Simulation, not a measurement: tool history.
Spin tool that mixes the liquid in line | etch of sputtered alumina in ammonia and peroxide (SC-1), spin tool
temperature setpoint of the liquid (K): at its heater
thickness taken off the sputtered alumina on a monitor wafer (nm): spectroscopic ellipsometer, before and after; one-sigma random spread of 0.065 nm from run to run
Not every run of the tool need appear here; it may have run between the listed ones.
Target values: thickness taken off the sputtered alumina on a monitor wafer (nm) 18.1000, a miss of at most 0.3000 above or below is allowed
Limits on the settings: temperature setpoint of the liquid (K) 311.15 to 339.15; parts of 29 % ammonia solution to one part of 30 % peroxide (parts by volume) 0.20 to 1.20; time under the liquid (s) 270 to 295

run	hour	temperature setpoint of the liquid (K)	parts of 29 % ammonia solution to one part of 30 % peroxide (parts by volume)	time under the liquid (s)	thickness taken off the sputtered alumina on a monitor wafer (nm)
1	0.0	323.15	0.90	270	9.0885
2	4.7	325.15	0.90	270	10.1660
3	12.8	325.15	0.90	270	10.0870
4	17.0	325.15	1.20	270	10.4290
5	19.1	331.15	1.20	270	14.4610
6	27.3	331.65	1.20	270	14.9040
7	34.7	332.15	1.20	270	15.2760
8	37.4	332.65	1.20	270	15.6600
9	42.1	333.15	1.20	270	15.9900

5 next moves are on the table. One of them brings every result within its allowed miss. Which?
A	46.8	334.15	1.20	290	?
B	46.8	334.65	1.20	270	?
C	46.8	334.15	1.20	275	?
D	46.8	334.15	1.05	280	?
E	46.8	333.65	1.10	290	?

move	thickness taken off the sputtered alumina on a monitor wafer (nm)
A	18.1860
B	17.3800
C	17.2450
D	17.3380
E	17.5700
A: in spec on every target
B: nearer the targets than the last run, but a result is still out of spec
C: nearer the targets than the last run, but a result is still out of spec
D: nearer the targets than the last run, but a result is still out of spec
E: nearer the targets than the last run, but a result is still out of spec
Go with A: it meets all targets.

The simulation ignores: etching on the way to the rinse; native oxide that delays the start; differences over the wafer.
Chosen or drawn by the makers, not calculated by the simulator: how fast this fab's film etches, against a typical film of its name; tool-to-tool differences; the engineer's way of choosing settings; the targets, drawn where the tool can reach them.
